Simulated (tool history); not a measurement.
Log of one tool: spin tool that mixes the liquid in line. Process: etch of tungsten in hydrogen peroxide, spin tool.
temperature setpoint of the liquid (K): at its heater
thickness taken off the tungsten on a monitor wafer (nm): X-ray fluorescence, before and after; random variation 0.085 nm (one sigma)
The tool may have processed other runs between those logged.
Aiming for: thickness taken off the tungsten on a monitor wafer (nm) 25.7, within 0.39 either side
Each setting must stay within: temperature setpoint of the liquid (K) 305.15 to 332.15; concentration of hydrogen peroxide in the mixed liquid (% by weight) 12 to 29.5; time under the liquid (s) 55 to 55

| run | hour | temperature setpoint of the liquid (K) | concentration of hydrogen peroxide in the mixed liquid (% by weight) | time under the liquid (s) | thickness taken off the tungsten on a monitor wafer (nm) |
|---|---|---|---|---|---|
| 1 | 0 | 316.15 | 20 | 55 | 30.678 |
| 2 | 5.8 | 315.65 | 20 | 55 | 29.664 |
| 3 | 11.2 | 322.65 | 20 | 55 | 45.915 |
| 4 | 17.9 | 322.65 | 20 | 55 | 45.659 |
| 5 | 23.6 | 321.15 | 20 | 55 | 42.022 |
| 6 | 28.2 | 321.15 | 20 | 55 | 41.907 |
| 7 | 34.7 | 320.15 | 20 | 55 | 39.272 |
| 8 | 36 | 319.15 | 20 | 55 | 36.926 |
| 9 | 40.1 | 318.15 | 20 | 55 | 34.626 |
| 10 | 42.4 | 318.15 | 20 | 55 | 34.83 |
| 11 | 50.6 | 318.15 | 20 | 55 | 34.846 |
| 12 | 59 | 312.65 | 20 | 55 | 24.383 |
| 13 | 67.3 | 313.15 | 20 | 55 | 25.328 |

Exercise: of the 4 proposed moves below, exactly one satisfies all targets within the stated allowed misses. Which move is it?
| A | 75.6 | 312.15 | 22.5 | 55 | ? |
| B | 75.6 | 312.65 | 20.5 | 55 | ? |
| C | 75.6 | 312.65 | 22 | 55 | ? |
| D | 75.6 | 311.15 | 24.5 | 55 | ? |

| move | thickness taken off the tungsten on a monitor wafer (nm) |
|---|---|
| A | 25.094 |
| B | 24.749 |
| C | 25.638 |
| D | 24.52 |
A: misses by more than the last run did
B: misses by more than the last run did
C: each result inside its tolerance
D: misses by more than the last run did
The move that meets every target is C.
